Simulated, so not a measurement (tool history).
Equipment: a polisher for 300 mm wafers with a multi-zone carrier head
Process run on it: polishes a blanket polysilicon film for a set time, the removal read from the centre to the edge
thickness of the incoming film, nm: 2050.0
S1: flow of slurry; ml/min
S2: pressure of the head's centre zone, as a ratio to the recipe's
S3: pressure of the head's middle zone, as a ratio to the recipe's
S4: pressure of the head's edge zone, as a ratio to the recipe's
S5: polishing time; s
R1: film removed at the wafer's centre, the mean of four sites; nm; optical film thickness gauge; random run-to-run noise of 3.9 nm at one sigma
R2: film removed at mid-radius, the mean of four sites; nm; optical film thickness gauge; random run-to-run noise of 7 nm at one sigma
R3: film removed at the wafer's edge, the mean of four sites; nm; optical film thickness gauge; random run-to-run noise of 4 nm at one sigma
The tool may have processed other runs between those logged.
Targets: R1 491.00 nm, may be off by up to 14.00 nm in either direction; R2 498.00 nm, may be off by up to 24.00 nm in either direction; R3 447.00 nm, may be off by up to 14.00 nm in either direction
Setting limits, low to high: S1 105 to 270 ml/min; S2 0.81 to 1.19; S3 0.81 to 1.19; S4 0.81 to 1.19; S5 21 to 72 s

Run 1, day 0.000: S1 175 ml/min, S2 1.00, S3 1.00, S4 1.00, S5 46 s. Result: R1 554.90 nm, R2 549.53 nm, R3 554.86 nm.
Run 2, day 0.333: S1 175 ml/min, S2 0.95, S3 1.00, S4 1.00, S5 46 s. Result: R1 530.81 nm, R2 546.61 nm, R3 562.05 nm.
Run 3, day 0.454: S1 210 ml/min, S2 0.95, S3 1.00, S4 1.00, S5 46 s. Result: R1 547.38 nm, R2 571.87 nm, R3 565.58 nm.
Run 4, day 0.667: S1 205 ml/min, S2 0.96, S3 1.00, S4 0.95, S5 44 s. Result: R1 532.49 nm, R2 555.35 nm, R3 521.23 nm.
Run 5, day 0.788: S1 205 ml/min, S2 0.96, S3 1.00, S4 1.00, S5 44 s. Result: R1 526.70 nm, R2 557.34 nm, R3 539.39 nm.
Run 6, day 1.067: S1 205 ml/min, S2 0.96, S3 1.00, S4 1.06, S5 44 s. Result: R1 525.73 nm, R2 535.49 nm, R3 560.11 nm.
Run 7, day 1.383: S1 190 ml/min, S2 0.97, S3 0.99, S4 0.99, S5 43 s. Result: R1 514.27 nm, R2 520.67 nm, R3 523.52 nm.
Run 8, day 1.438: S1 185 ml/min, S2 0.98, S3 0.99, S4 0.94, S5 42 s. Result: R1 513.36 nm, R2 509.07 nm, R3 501.04 nm.
Run 9, day 1.754: S1 180 ml/min, S2 0.98, S3 1.00, S4 0.90, S5 41 s. Result: R1 483.89 nm, R2 510.80 nm, R3 473.75 nm.
Run 10, day 1.892: S1 180 ml/min, S2 0.99, S3 0.99, S4 0.88, S5 41 s. Result: R1 497.55 nm, R2 494.05 nm, R3 475.22 nm.
Run 11, day 1.967: S1 180 ml/min, S2 0.99, S3 0.99, S4 0.88, S5 41 s. Result: R1 498.53 nm, R2 495.43 nm, R3 476.70 nm.
Run 12, day 2.329: S1 180 ml/min, S2 1.00, S3 1.00, S4 0.86, S5 40 s. Result: R1 490.69 nm, R2 498.32 nm, R3 462.21 nm.

Which single option among these 4 for the next run brings every result within its allowed miss of target? Just one does.
Run A, day 2.692: S1 165 ml/min, S2 0.94, S3 0.98, S4 0.83, S5 44 s. Result: R1 ?, R2 ?, R3 ?.
Run B, day 2.692: S1 145 ml/min, S2 0.97, S3 0.97, S4 0.81, S5 43 s. Result: R1 ?, R2 ?, R3 ?.
Run C, day 2.692: S1 255 ml/min, S2 1.01, S3 1.02, S4 0.84, S5 38 s. Result: R1 ?, R2 ?, R3 ?.
Run D, day 2.692: S1 165 ml/min, S2 0.98, S3 0.96, S4 0.91, S5 42 s. Result: R1 ?, R2 ?, R3 ?.

move      R1      R2      R3
   A  499.14  515.52  498.37
   B  490.75  488.16  475.74
   C  495.68  488.91  451.47
   D  496.82  483.50  489.23
A: moves away from the targets compared with the last run
B: moves away from the targets compared with the last run
C: meets every target
D: moves away from the targets compared with the last run
Answer: C
